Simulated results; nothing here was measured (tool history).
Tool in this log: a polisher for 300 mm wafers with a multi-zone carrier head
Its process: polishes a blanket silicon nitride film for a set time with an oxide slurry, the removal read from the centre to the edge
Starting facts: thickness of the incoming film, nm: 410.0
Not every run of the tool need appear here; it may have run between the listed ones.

run	hour	flow of slurry (ml/min)	pressure of the head's centre zone	pressure of the head's middle zone	pressure of the head's edge zone	abrasive content of the slurry	polishing time (s)	film removed at the wafer's centre (nm)	film removed at mid-radius (nm)	film removed at the wafer's edge (nm)
1	0.0	295	1.00	1.00	1.00	1.00	31	15.730	15.448	15.835
2	0.6	295	1.06	1.00	1.00	1.00	31	16.742	15.937	15.738
3	9.6	290	1.00	1.04	0.99	0.95	31	15.086	15.662	15.444
4	17.2	355	1.00	1.04	0.99	0.95	31	15.805	16.222	15.634
5	21.4	355	1.00	1.04	0.96	0.95	31	15.507	16.250	15.523
6	23.5	335	0.97	1.05	0.94	0.95	31	15.100	16.289	15.344
7	28.1	320	0.94	1.06	0.93	0.95	31	14.727	15.940	15.272
8	34.2	320	0.94	1.06	0.93	0.95	31	14.302	16.020	15.145

For run 9, what comes out?
9	39.3	305	0.92	1.07	0.92	0.95	31	?	?	?

film removed at the wafer's centre (nm): 14.194
film removed at mid-radius (nm): 16.633
film removed at the wafer's edge (nm): 14.647
